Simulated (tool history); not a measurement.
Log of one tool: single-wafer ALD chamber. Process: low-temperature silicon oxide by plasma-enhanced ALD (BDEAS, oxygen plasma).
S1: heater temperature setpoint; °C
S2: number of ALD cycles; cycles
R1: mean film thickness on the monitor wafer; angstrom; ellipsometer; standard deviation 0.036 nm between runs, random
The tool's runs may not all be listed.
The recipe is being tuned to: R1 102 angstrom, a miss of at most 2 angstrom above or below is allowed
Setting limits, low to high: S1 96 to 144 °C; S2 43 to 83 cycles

Run 1, hour 0: S1 120 °C, S2 63 cycles. Result: R1 87.277 angstrom.
Run 2, hour 7.6: S1 126 °C, S2 63 cycles. Result: R1 86.831 angstrom.
Run 3, hour 11.6: S1 126 °C, S2 69 cycles. Result: R1 94.817 angstrom.
Run 4, hour 18.7: S1 126 °C, S2 70 cycles. Result: R1 96.8 angstrom.
Run 5, hour 23: S1 126 °C, S2 78 cycles. Result: R1 107.69 angstrom.
Run 6, hour 29.2: S1 126 °C, S2 82 cycles. Result: R1 112.6 angstrom.
Run 7, hour 30.2: S1 126 °C, S2 81 cycles. Result: R1 111.47 angstrom.
Run 8, hour 30.9: S1 126 °C, S2 81 cycles. Result: R1 111.25 angstrom.
Run 9, hour 37.6: S1 126 °C, S2 80 cycles. Result: R1 110.29 angstrom.
Run 10, hour 46: S1 126 °C, S2 80 cycles. Result: R1 110.19 angstrom.

Pick the move, out of 4, that brings all results within their allowed miss; only one does.
Run A, hour 54.4: S1 115 °C, S2 77 cycles. Result: R1 ?.
Run B, hour 54.4: S1 131 °C, S2 75 cycles. Result: R1 ?.
Run C, hour 54.4: S1 111 °C, S2 77 cycles. Result: R1 ?.
Run D, hour 54.4: S1 127 °C, S2 77 cycles. Result: R1 ?.

move      R1
   A  107.72
   B  102.12
   C  108.43
   D  105.56
A: nearer the targets than the last run, but a result is still out of spec
B: hits every target within its allowed miss
C: nearer the targets than the last run, but a result is still out of spec
D: nearer the targets than the last run, but a result is still out of spec
B is the move that brings every result within its allowed miss.

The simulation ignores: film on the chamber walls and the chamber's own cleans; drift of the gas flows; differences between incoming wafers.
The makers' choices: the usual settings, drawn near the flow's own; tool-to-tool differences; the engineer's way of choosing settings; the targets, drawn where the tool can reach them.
